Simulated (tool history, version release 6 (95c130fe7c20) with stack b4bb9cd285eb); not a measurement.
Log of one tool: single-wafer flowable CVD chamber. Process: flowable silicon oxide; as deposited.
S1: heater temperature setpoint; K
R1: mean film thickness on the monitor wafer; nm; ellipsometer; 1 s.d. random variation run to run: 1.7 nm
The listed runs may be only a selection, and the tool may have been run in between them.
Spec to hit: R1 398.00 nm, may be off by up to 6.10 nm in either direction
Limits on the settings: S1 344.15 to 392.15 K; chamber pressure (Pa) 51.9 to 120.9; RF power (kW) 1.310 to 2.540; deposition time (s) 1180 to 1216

Run 1, hour 0.0: S1 368.15 K, chamber pressure (Pa) 86.4, RF power (kW) 1.925, deposition time (s) 1180. Result: R1 626.30 nm.
Run 2, hour 1.2: S1 360.15 K, chamber pressure (Pa) 86.4, RF power (kW) 1.925, deposition time (s) 1180. Result: R1 810.30 nm.
Run 3, hour 9.3: S1 367.15 K, chamber pressure (Pa) 86.3, RF power (kW) 1.925, deposition time (s) 1180. Result: R1 643.81 nm.
Run 4, hour 16.7: S1 367.15 K, chamber pressure (Pa) 86.3, RF power (kW) 1.925, deposition time (s) 1216. Result: R1 663.36 nm.
Run 5, hour 17.4: S1 357.15 K, chamber pressure (Pa) 86.3, RF power (kW) 1.925, deposition time (s) 1216. Result: R1 897.65 nm.
Run 6, hour 26.4: S1 352.15 K, chamber pressure (Pa) 86.3, RF power (kW) 1.925, deposition time (s) 1216. Result: R1 1046.70 nm.
Run 7, hour 28.9: S1 364.15 K, chamber pressure (Pa) 85.9, RF power (kW) 1.925, deposition time (s) 1216. Result: R1 726.80 nm.
Run 8, hour 30.4: S1 371.15 K, chamber pressure (Pa) 85.9, RF power (kW) 1.925, deposition time (s) 1216. Result: R1 584.54 nm.
Run 9, hour 36.0: S1 371.15 K, chamber pressure (Pa) 85.9, RF power (kW) 1.925, deposition time (s) 1216. Result: R1 581.20 nm.
Run 10, hour 42.9: S1 375.15 K, chamber pressure (Pa) 85.9, RF power (kW) 1.925, deposition time (s) 1216. Result: R1 517.09 nm.
Run 11, hour 44.2: S1 378.15 K, chamber pressure (Pa) 85.9, RF power (kW) 1.925, deposition time (s) 1216. Result: R1 463.04 nm.
Run 12, hour 52.2: S1 380.15 K, chamber pressure (Pa) 85.9, RF power (kW) 1.925, deposition time (s) 1216. Result: R1 431.81 nm.
Run 13, hour 61.1: S1 381.15 K, chamber pressure (Pa) 85.9, RF power (kW) 1.925, deposition time (s) 1216. Result: R1 420.91 nm.
Run 14, hour 62.7: S1 382.15 K, chamber pressure (Pa) 85.9, RF power (kW) 1.925, deposition time (s) 1216. Result: R1 406.65 nm.

Which single option among these 5 for the next run brings every result within its allowed miss of target? Just one does.
Run A, hour 64.3: S1 386.15 K, chamber pressure (Pa) 107.1, RF power (kW) 1.555, deposition time (s) 1216. Result: R1 ?.
Run B, hour 64.3: S1 379.15 K, chamber pressure (Pa) 78.8, RF power (kW) 2.035, deposition time (s) 1216. Result: R1 ?.
Run C, hour 64.3: S1 375.15 K, chamber pressure (Pa) 78.0, RF power (kW) 1.620, deposition time (s) 1180. Result: R1 ?.
Run D, hour 64.3: S1 381.15 K, chamber pressure (Pa) 85.5, RF power (kW) 1.905, deposition time (s) 1204. Result: R1 ?.
Run E, hour 64.3: S1 378.15 K, chamber pressure (Pa) 73.6, RF power (kW) 1.895, deposition time (s) 1216. Result: R1 ?.

move      R1
   A  413.51
   B  418.40
   C  425.54
   D  412.86
   E  396.88
A: lands further from the targets than the last run did
B: lands further from the targets than the last run did
C: lands further from the targets than the last run did
D: lands further from the targets than the last run did
E: all results land within tolerance of their targets
E meets every target.
